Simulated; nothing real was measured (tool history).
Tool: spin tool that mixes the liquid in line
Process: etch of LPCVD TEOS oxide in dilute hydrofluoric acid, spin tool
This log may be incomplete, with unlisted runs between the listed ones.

run    day  temperature setpoint of the liquid (C)  parts of water to one part of 49 % hydrofluoric acid (parts by volume)  time under the liquid (s)  thickness taken off the LPCVD TEOS oxide on a monitor wafer (Å)
  1      0                                      25                                                                     225                        165                                                           114.16
  2  0.296                                      23                                                                     230                        165                                                           102.28
  3  0.421                                    24.5                                                                     230                        165                                                           108.22
  4  0.508                                    24.5                                                                     200                        165                                                           126.18
  5  0.875                                    22.5                                                                     210                        165                                                           112.59
  6  0.925                                      21                                                                     220                        165                                                           101.75

The next listed run, before its measurement:
  7  1.075                                      20                                                                     225                        165                                                                ?

thickness taken off the LPCVD TEOS oxide on a monitor wafer (Å): 93.16

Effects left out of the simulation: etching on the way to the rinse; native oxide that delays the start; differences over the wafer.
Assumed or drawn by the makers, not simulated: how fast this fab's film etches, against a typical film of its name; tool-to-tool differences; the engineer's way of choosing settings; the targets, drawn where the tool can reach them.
